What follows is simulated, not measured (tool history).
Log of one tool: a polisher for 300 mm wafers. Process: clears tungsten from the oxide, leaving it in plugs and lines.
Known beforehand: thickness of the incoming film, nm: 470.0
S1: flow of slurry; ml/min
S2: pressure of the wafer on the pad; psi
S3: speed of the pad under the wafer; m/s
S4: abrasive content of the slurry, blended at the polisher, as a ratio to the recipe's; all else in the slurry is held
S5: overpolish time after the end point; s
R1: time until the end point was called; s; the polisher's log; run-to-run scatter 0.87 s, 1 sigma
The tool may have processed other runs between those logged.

| run | hour | S1 | S2 | S3 | S4 | S5 | R1 |
|---|---|---|---|---|---|---|---|
| 1 | 0.0 | 280 | 2.6 | 1.24 | 1.0 | 17 | 143.120 |
| 2 | 4.9 | 280 | 2.6 | 1.24 | 0.9 | 17 | 148.370 |
| 3 | 8.1 | 280 | 2.6 | 1.24 | 0.8 | 17 | 153.260 |
| 4 | 10.5 | 280 | 3.0 | 1.26 | 0.8 | 17 | 130.490 |
| 5 | 15.6 | 320 | 3.0 | 1.26 | 0.8 | 17 | 129.370 |
|  | 21.7 | worn pad replaced by a new one |
| 6 | 21.7 | 320 | 3.0 | 1.26 | 0.8 | 18 | 118.600 |
| 7 | 27.5 | 345 | 3.2 | 1.26 | 0.8 | 18 | 109.410 |
| 8 | 28.4 | 365 | 3.3 | 1.26 | 0.8 | 18 | 104.680 |
| 9 | 33.9 | 375 | 3.4 | 1.26 | 0.8 | 18 | 101.630 |

For run 10, what comes out?
| 10 | 42.0 | 380 | 3.5 | 1.26 | 0.8 | 18 | ? |

Run 10 gave R1 97.963 s.
